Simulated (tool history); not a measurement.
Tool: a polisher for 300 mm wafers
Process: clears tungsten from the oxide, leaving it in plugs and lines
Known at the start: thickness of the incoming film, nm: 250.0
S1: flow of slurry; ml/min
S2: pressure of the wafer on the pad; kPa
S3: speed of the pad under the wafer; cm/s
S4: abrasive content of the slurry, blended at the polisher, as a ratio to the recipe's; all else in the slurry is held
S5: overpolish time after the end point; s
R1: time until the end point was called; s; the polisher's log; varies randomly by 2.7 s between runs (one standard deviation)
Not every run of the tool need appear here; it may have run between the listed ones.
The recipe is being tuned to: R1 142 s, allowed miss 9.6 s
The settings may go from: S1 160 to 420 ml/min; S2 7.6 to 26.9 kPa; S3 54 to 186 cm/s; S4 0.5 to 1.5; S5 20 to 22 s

run  hour   S1    S2   S3    S4  S5      R1
  1     0  270  17.2  118     1  20  79.713
  2   7.1  270  15.2  116     1  20  88.432
  3   9.4  270  15.2  116  1.05  20  87.435
  4  17.9  270  13.8  112  1.05  20   104.9
  5  26.9  270  13.8  130  1.05  20  85.957
  6  31.2  270  15.2  130  1.05  20  79.283
  7  39.6  270  13.8  126  1.05  20   89.95
  8  41.6  270  12.4  124  1.05  20  102.02
  9    44  270  11.7  124  1.05  20  107.74
 10  50.9  270    11  124  1.05  20  114.35
 11    54  270  10.3  124  1.05  20  124.27
 12  61.5  270   9.7  124  1.05  20  130.41

5 next moves are on the table. One of them brings every result within its allowed miss. Which?
  A    69  285   11  124  0.95  20   ?
  B    69  250  7.6  122  0.95  20   ?
  C    69  205    9  136   0.9  22   ?
  D    69  280   11  124   0.9  20   ?
  E    69  300   11  124  0.85  22   ?

move      R1
   A  119.75
   B  175.87
   C  141.22
   D  121.92
   E  123.17
A: lands further from the targets than the last run did
B: the result that was furthest off in the last run now lies on the other side of its target
C: all results land within tolerance of their targets
D: lands further from the targets than the last run did
E: lands further from the targets than the last run did
Go with C: it meets all targets.
